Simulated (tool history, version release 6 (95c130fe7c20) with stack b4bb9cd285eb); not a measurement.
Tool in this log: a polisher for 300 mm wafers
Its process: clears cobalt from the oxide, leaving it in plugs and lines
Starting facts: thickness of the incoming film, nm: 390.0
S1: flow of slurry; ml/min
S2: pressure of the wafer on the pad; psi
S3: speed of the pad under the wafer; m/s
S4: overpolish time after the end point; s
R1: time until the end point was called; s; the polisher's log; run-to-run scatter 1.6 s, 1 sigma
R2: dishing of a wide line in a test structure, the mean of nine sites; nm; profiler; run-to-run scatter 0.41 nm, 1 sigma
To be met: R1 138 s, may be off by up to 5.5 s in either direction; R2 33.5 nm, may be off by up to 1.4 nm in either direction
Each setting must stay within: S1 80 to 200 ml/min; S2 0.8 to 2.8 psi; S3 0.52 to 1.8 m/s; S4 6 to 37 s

| run | hour | S1 | S2 | S3 | S4 | R1 | R2 |
|---|---|---|---|---|---|---|---|
| 1 | 0 | 130 | 1.8 | 1.16 | 19 | 70.784 | 70.612 |
| 2 | 5 | 130 | 1.8 | 1.16 | 16 | 68.768 | 64.191 |
| 3 | 8.3 | 130 | 1.8 | 1.16 | 11 | 69.993 | 50.713 |
| 4 | 12.1 | 125 | 1.6 | 1.14 | 11 | 79.334 | 44.497 |
| 5 | 15.8 | 155 | 1.6 | 1.14 | 11 | 75.562 | 48.086 |
| 6 | 16.5 | 155 | 1.2 | 1.14 | 11 | 96.608 | 39.743 |
| 7 | 19.1 | 145 | 1.1 | 1.12 | 12 | 107.66 | 39.042 |
| 8 | 25 | 135 | 1 | 1.12 | 12 | 122.08 | 35.943 |
| 9 | 33.5 | 130 | 1 | 1.12 | 12 | 122.19 | 34.857 |
| 10 | 38.2 | 125 | 1 | 1.12 | 12 | 122.51 | 34.809 |
| 11 | 40.7 | 110 | 0.8 | 1.12 | 13 | 154.52 | 30.55 |
| 12 | 45.5 | 115 | 0.8 | 1.12 | 13 | 148.23 | 31.434 |
| 13 | 46.4 | 120 | 0.8 | 1.12 | 13 | 149.81 | 31.548 |
| 14 | 49.3 | 125 | 0.8 | 1.12 | 13 | 148.26 | 32.487 |
| 15 | 56 | 130 | 0.8 | 1.12 | 13 | 142.99 | 31.68 |
| 16 | 62.1 | 135 | 0.8 | 1.12 | 14 | 147.33 | 34.053 |

Below are 4 possible settings for the next run. Only one of them brings all results inside the allowed miss of their targets. Which is it?
| A | 68.2 | 140 | 1.1 | 0.68 | 13 | ? | ? |
| B | 68.2 | 140 | 0.9 | 0.9 | 14 | ? | ? |
| C | 68.2 | 140 | 0.8 | 1.18 | 13 | ? | ? |
| D | 68.2 | 115 | 0.8 | 1.12 | 14 | ? | ? |

| move | R1 | R2 |
|---|---|---|
| A | 149.98 | 30.637 |
| B | 148.55 | 32.891 |
| C | 135.33 | 33.406 |
| D | 146.86 | 33.2 |
A: its largest miss is bigger than the last run's
B: its largest miss is bigger than the last run's
C: every result within its allowed miss
D: gains on the last run, yet a result remains outside its allowed miss
Go with C: it meets all targets.

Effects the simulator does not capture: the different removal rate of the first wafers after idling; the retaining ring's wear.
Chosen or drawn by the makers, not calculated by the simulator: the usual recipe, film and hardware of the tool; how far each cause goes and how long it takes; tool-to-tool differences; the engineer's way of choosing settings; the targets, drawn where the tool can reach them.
